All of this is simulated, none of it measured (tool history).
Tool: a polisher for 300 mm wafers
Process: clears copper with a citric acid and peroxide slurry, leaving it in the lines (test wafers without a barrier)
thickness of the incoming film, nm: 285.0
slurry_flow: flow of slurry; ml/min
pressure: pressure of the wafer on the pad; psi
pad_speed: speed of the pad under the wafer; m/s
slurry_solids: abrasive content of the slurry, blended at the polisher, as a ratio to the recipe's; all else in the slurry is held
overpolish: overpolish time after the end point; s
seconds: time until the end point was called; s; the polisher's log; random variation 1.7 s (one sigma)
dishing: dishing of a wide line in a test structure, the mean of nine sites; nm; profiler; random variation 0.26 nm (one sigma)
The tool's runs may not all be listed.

Run 1, hour 0: slurry_flow 300 ml/min, pressure 3.7 psi, pad_speed 0.88 m/s, slurry_solids 1, overpolish 27 s. Result: seconds 148.03 s, dishing 37.273 nm.
Run 2, hour 2.3: slurry_flow 300 ml/min, pressure 3.7 psi, pad_speed 0.88 m/s, slurry_solids 0.9, overpolish 27 s. Result: seconds 149.8 s, dishing 35.934 nm.
Run 3, hour 9.2: slurry_flow 300 ml/min, pressure 3.8 psi, pad_speed 0.9 m/s, slurry_solids 0.85, overpolish 24 s. Result: seconds 147 s, dishing 33.257 nm.
Run 4, hour 12.4: slurry_flow 300 ml/min, pressure 3 psi, pad_speed 0.9 m/s, slurry_solids 0.85, overpolish 24 s. Result: seconds 177.05 s, dishing 28.41 nm.
Run 5, hour 20.1: slurry_flow 300 ml/min, pressure 3 psi, pad_speed 0.9 m/s, slurry_solids 1, overpolish 24 s. Result: seconds 165.01 s, dishing 30.914 nm.
Run 6, hour 23.1: slurry_flow 300 ml/min, pressure 3 psi, pad_speed 0.9 m/s, slurry_solids 1, overpolish 30 s. Result: seconds 163.27 s, dishing 36.627 nm.
Run 7, hour 25.9: slurry_flow 295 ml/min, pressure 3.1 psi, pad_speed 0.94 m/s, slurry_solids 0.9, overpolish 26 s. Result: seconds 161.52 s, dishing 32.847 nm.
Run 8, hour 26.9: slurry_flow 325 ml/min, pressure 3.3 psi, pad_speed 0.94 m/s, slurry_solids 0.85, overpolish 23 s. Result: seconds 155.12 s, dishing 30.097 nm.
Run 9, hour 28.5: slurry_flow 350 ml/min, pressure 3.4 psi, pad_speed 0.96 m/s, slurry_solids 0.8, overpolish 20 s. Result: seconds 152.57 s, dishing 27.678 nm.
Run 10, hour 31.9: slurry_flow 370 ml/min, pressure 3.5 psi, pad_speed 0.98 m/s, slurry_solids 0.75, overpolish 18 s. Result: seconds 143.33 s, dishing 25.56 nm.
Run 11, hour 40.1: slurry_flow 455 ml/min, pressure 4.2 psi, pad_speed 1 m/s, slurry_solids 0.5, overpolish 8 s. Result: seconds 136.52 s, dishing 12.739 nm.
Run 12, hour 43.5: slurry_flow 430 ml/min, pressure 4.3 psi, pad_speed 1 m/s, slurry_solids 0.5, overpolish 8 s. Result: seconds 136.58 s, dishing 12.508 nm.
Run 13, hour 45.3: slurry_flow 430 ml/min, pressure 4.3 psi, pad_speed 1.02 m/s, slurry_solids 0.55, overpolish 9 s. Result: seconds 133.78 s, dishing 15.14 nm.
Run 14, hour 53.2: slurry_flow 425 ml/min, pressure 4.4 psi, pad_speed 1.02 m/s, slurry_solids 0.55, overpolish 9 s. Result: seconds 128.57 s, dishing 14.936 nm.

Run 15 comes next. What will it give?
At hour 55.7: head pressure recalibrated.
Run 15, hour 55.7: slurry_flow 420 ml/min, pressure 4.4 psi, pad_speed 1.02 m/s, slurry_solids 0.55, overpolish 9 s. Result: seconds ?, dishing ?.

seconds: 121.34 s
dishing: 16.791 nm
